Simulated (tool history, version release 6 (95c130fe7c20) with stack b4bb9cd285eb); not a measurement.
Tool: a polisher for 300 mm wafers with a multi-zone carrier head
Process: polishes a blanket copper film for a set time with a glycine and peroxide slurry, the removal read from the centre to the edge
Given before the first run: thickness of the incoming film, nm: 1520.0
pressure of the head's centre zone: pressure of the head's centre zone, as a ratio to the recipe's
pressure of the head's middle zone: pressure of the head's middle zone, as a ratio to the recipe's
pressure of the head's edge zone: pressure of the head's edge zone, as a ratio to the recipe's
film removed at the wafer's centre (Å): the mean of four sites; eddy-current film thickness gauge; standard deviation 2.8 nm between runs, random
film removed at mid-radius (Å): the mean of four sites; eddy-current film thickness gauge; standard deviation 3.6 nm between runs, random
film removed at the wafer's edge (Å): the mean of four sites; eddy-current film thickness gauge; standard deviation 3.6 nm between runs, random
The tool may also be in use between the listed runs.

| run | hour | flow of slurry (ml/min) | pressure of the head's centre zone | pressure of the head's middle zone | pressure of the head's edge zone | polishing time (s) | film removed at the wafer's centre (Å) | film removed at mid-radius (Å) | film removed at the wafer's edge (Å) |
|---|---|---|---|---|---|---|---|---|---|
| 1 | 0.0 | 245 | 1.00 | 1.00 | 1.00 | 69 | 4640.1 | 4678.9 | 4616.7 |
| 2 | 3.6 | 245 | 1.01 | 1.00 | 0.97 | 63 | 4295.9 | 4250.0 | 4209.1 |
| 3 | 8.5 | 250 | 1.02 | 1.01 | 0.94 | 58 | 4013.6 | 3956.5 | 3840.8 |
| 4 | 11.5 | 250 | 1.10 | 1.01 | 0.94 | 58 | 4351.2 | 4050.9 | 3883.5 |
| 5 | 16.4 | 250 | 1.10 | 1.01 | 0.85 | 58 | 4264.2 | 3946.9 | 3775.1 |
| 6 | 19.0 | 250 | 1.10 | 1.01 | 0.85 | 75 | 5585.2 | 5180.6 | 4817.8 |
| 7 | 22.1 | 255 | 1.10 | 1.02 | 0.84 | 67 | 4947.6 | 4729.7 | 4353.2 |

The next listed run, before its measurement:
| 8 | 27.5 | 250 | 1.10 | 1.03 | 0.83 | 61 | ? | ? | ? |

{"run 8": {"film removed at the wafer's centre (Å)": 4481.9, "film removed at mid-radius (Å)": 4194.1, "film removed at the wafer's edge (Å)": 3840.5}}
